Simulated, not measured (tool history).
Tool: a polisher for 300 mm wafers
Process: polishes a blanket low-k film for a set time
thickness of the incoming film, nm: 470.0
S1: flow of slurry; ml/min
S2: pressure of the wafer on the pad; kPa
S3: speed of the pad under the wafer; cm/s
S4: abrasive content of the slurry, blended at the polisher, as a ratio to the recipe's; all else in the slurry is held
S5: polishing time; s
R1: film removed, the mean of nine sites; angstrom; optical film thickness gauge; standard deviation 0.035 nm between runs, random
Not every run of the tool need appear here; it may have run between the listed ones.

Run 1, hour 0: S1 125 ml/min, S2 12.4 kPa, S3 82 cm/s, S4 1, S5 35 s. Result: R1 80.631 angstrom.
Run 2, hour 1: S1 125 ml/min, S2 9.7 kPa, S3 82 cm/s, S4 1, S5 35 s. Result: R1 62.748 angstrom.
Run 3, hour 8.1: S1 120 ml/min, S2 9 kPa, S3 82 cm/s, S4 1, S5 35 s. Result: R1 58.074 angstrom.
Run 4, hour 12.8: S1 140 ml/min, S2 9 kPa, S3 82 cm/s, S4 1, S5 35 s. Result: R1 61.41 angstrom.
Run 5, hour 18.4: S1 130 ml/min, S2 9 kPa, S3 82 cm/s, S4 1, S5 35 s. Result: R1 60.495 angstrom.
Run 6, hour 27.1: S1 105 ml/min, S2 9 kPa, S3 82 cm/s, S4 1, S5 35 s. Result: R1 55.483 angstrom.
At hour 32.9: slurry nozzle cleaned.
Run 7, hour 32.9: S1 100 ml/min, S2 9 kPa, S3 82 cm/s, S4 1, S5 35 s. Result: R1 64.072 angstrom.
Run 8, hour 38.5: S1 135 ml/min, S2 9 kPa, S3 82 cm/s, S4 1, S5 35 s. Result: R1 68.124 angstrom.

What does the tool deliver on the next run?
Run 9, hour 43: S1 120 ml/min, S2 9 kPa, S3 82 cm/s, S4 1, S5 35 s. Result: R1 ?.

Run 9 measured R1 67.806 angstrom.
